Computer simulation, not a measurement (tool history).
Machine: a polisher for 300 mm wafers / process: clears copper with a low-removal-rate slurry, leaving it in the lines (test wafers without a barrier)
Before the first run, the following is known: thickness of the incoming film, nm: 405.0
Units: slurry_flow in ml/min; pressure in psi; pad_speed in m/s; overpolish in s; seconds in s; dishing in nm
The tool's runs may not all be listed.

run	hour	slurry_flow	pressure	pad_speed	slurry_solids	overpolish	seconds	dishing
1	0	270	3.4	1.3	1	21	93.364	41.807
2	1.5	270	3.6	1.32	1	21	89.653	44.055
3	6.4	270	3.9	1.32	1	21	80.849	44.712
4	8.9	270	3.9	1.32	0.9	21	83.422	43.69
5	11.7	270	3.6	1.32	0.9	21	90.53	43.153
6	18.7	270	3.8	1.34	0.9	21	86.779	44.863
7	21.7	270	4	1.38	0.9	21	77.517	46.234
8	30.1	270	4.1	1.4	0.9	21	76.573	45.848
9	35.8	270	4.2	1.44	0.9	21	72.799	48.292
10	41.6	270	4.3	1.46	0.9	21	70.099	51.531
11	48.3	270	4.4	1.48	0.9	20	68.315	47.115
12	55.2	270	4.5	1.5	0.9	20	66.434	49.955

Estimate the outcome of run 13 from the log above:
13	58.2	270	4.6	1.52	0.9	20	?	?

{"run 13": {"seconds": 64.759, "dishing": 48.61}}
